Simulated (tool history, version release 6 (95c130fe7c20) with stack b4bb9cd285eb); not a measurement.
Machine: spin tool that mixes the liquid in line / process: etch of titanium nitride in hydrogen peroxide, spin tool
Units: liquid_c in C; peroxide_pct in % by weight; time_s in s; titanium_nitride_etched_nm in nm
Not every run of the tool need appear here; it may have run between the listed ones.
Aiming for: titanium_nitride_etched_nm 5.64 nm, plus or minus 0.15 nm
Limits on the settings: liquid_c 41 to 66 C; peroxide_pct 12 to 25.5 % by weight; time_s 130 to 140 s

{"run": 1, "day": 0.0, "liquid_c": 57, "peroxide_pct": 17.5, "time_s": 130, "titanium_nitride_etched_nm": 13.239}
{"run": 2, "day": 0.1, "liquid_c": 55.5, "peroxide_pct": 17.5, "time_s": 130, "titanium_nitride_etched_nm": 11.855}
{"run": 3, "day": 0.217, "liquid_c": 54, "peroxide_pct": 17.5, "time_s": 130, "titanium_nitride_etched_nm": 10.679}
{"run": 4, "day": 0.388, "liquid_c": 54, "peroxide_pct": 17.5, "time_s": 130, "titanium_nitride_etched_nm": 10.673}
{"run": 5, "day": 0.517, "liquid_c": 54, "peroxide_pct": 14.5, "time_s": 130, "titanium_nitride_etched_nm": 10.284}
{"run": 6, "day": 0.6, "liquid_c": 54, "peroxide_pct": 17.5, "time_s": 130, "titanium_nitride_etched_nm": 10.704}
{"run": 7, "day": 0.85, "liquid_c": 52.5, "peroxide_pct": 17.5, "time_s": 130, "titanium_nitride_etched_nm": 9.7438}
{"run": 8, "day": 0.988, "liquid_c": 51.5, "peroxide_pct": 17.5, "time_s": 130, "titanium_nitride_etched_nm": 9.0629}
{"run": 9, "day": 1.317, "liquid_c": 50.5, "peroxide_pct": 17.5, "time_s": 130, "titanium_nitride_etched_nm": 8.3701}
{"day": 1.342, "done": "new drum of peroxide connected"}
{"run": 10, "day": 1.342, "liquid_c": 44, "peroxide_pct": 17.5, "time_s": 130, "titanium_nitride_etched_nm": 5.2693}

Which one of the following 5 next-run settings gets every result inside its allowed miss? There is exactly one.
{"run": "A", "day": 1.367, "liquid_c": 43.5, "peroxide_pct": 15.5, "time_s": 130, "titanium_nitride_etched_nm": "?"}
{"run": "B", "day": 1.367, "liquid_c": 41.5, "peroxide_pct": 18, "time_s": 135, "titanium_nitride_etched_nm": "?"}
{"run": "C", "day": 1.367, "liquid_c": 45.5, "peroxide_pct": 19.5, "time_s": 130, "titanium_nitride_etched_nm": "?"}
{"run": "D", "day": 1.367, "liquid_c": 45.5, "peroxide_pct": 16, "time_s": 135, "titanium_nitride_etched_nm": "?"}
{"run": "E", "day": 1.367, "liquid_c": 44.5, "peroxide_pct": 15, "time_s": 140, "titanium_nitride_etched_nm": "?"}

move=A titanium_nitride_etched_nm=4.9215
move=B titanium_nitride_etched_nm=4.5341
move=C titanium_nitride_etched_nm=6.0007
move=D titanium_nitride_etched_nm=5.975
move=E titanium_nitride_etched_nm=5.6735
A: the biggest miss grows against the last run
B: the biggest miss grows against the last run
C: pushes the last run's worst result past its target
D: pushes the last run's worst result past its target
E: all results in spec
So the answer is move E, the one that meets all the targets.

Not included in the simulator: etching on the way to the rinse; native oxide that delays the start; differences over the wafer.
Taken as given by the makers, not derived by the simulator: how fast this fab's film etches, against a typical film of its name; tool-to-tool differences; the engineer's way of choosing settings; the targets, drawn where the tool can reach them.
